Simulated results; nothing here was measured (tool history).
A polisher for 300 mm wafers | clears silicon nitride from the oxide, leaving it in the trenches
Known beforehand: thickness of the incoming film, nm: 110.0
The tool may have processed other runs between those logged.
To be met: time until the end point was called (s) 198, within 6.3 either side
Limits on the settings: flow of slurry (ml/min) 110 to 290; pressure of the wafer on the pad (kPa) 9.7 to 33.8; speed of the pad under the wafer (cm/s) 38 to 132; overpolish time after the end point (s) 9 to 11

run	day	flow of slurry (ml/min)	pressure of the wafer on the pad (kPa)	speed of the pad under the wafer (cm/s)	overpolish time after the end point (s)	time until the end point was called (s)
1	0	185	21.4	84	11	134.03
2	0.133	180	19.3	84	11	148.86
3	0.167	175	17.9	84	11	157.84
4	0.233	175	17.9	84	9	157.61
5	0.375	150	17.9	84	9	162.02
6	0.662	180	17.9	84	9	156.76
7	0.746	175	16.5	84	9	167.6
8	1.071	170	15.9	84	9	175
9	1.312	165	15.2	84	9	180.91
10	1.625	160	14.5	84	9	191.3
11	1.892	155	14.5	84	9	190.51
12	2	150	14.5	84	9	192.7

4 next moves are on the table. One of them brings every result within its allowed miss. Which?
A	2.108	180	15.9	80	11	?
B	2.108	155	15.2	82	9	?
C	2.108	160	13.8	90	9	?
D	2.108	180	15.2	76	9	?

move	time until the end point was called (s)
A	183.55
B	188.78
C	185.76
D	200.09
A: moves away from the targets compared with the last run
B: moves away from the targets compared with the last run
C: moves away from the targets compared with the last run
D: meets every target
Answer: D
